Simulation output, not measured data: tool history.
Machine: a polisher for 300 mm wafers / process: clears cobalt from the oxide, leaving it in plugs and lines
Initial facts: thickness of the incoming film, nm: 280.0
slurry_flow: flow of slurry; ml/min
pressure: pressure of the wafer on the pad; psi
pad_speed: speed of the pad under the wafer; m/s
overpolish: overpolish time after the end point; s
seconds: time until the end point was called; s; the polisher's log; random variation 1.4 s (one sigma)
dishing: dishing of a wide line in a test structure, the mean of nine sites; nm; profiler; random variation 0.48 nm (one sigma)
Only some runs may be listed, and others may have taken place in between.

| run | hour | slurry_flow | pressure | pad_speed | overpolish | seconds | dishing |
|---|---|---|---|---|---|---|---|
| 1 | 0.0 | 295 | 1.7 | 0.92 | 16 | 95.853 | 39.795 |
| 2 | 8.7 | 365 | 1.7 | 0.92 | 16 | 95.021 | 39.967 |
| 3 | 10.6 | 365 | 1.7 | 0.80 | 16 | 109.700 | 36.011 |
| 4 | 15.1 | 365 | 1.7 | 0.80 | 21 | 109.030 | 44.534 |
| 5 | 22.4 | 365 | 1.7 | 0.96 | 21 | 91.334 | 51.540 |
| 6 | 24.8 | 365 | 2.1 | 0.96 | 21 | 75.474 | 58.520 |
| 7 | 29.1 | 360 | 1.6 | 0.80 | 13 | 114.000 | 28.812 |
| 8 | 37.4 | 360 | 1.5 | 0.80 | 13 | 122.190 | 28.067 |
| 9 | 41.9 | 360 | 1.5 | 0.80 | 13 | 122.860 | 27.383 |

The next listed run, before its measurement:
| 10 | 51.0 | 360 | 1.4 | 0.80 | 13 | ? | ? |

{"run 10": {"seconds": 130.27, "dishing": 26.789}}
